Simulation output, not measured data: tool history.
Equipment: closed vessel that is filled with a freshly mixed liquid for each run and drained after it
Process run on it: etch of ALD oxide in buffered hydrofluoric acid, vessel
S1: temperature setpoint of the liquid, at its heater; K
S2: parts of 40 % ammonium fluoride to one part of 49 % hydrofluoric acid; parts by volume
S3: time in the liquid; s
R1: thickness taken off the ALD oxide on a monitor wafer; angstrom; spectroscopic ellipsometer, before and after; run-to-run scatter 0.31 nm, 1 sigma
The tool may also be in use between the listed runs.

run  hour      S1    S2  S3      R1
  1   0.0  293.15  18.5  35  262.14
  2   4.6  293.15  15.5  35  312.37
  3   9.1  291.15  15.5  35  276.85
  4  17.2  293.15  14.0  35  345.29
     24.0  -- thermometer replaced
  5  24.0  294.65  13.0  35  445.00
  6  32.1  298.15  13.0  35  542.31
  7  36.0  298.65  13.0  35  556.55
  8  40.6  299.15  12.5  35  595.16

The next listed run, before its measurement:
  9  46.9  299.65  12.5  35   ?

{"run 9": {"R1": 601.56}}

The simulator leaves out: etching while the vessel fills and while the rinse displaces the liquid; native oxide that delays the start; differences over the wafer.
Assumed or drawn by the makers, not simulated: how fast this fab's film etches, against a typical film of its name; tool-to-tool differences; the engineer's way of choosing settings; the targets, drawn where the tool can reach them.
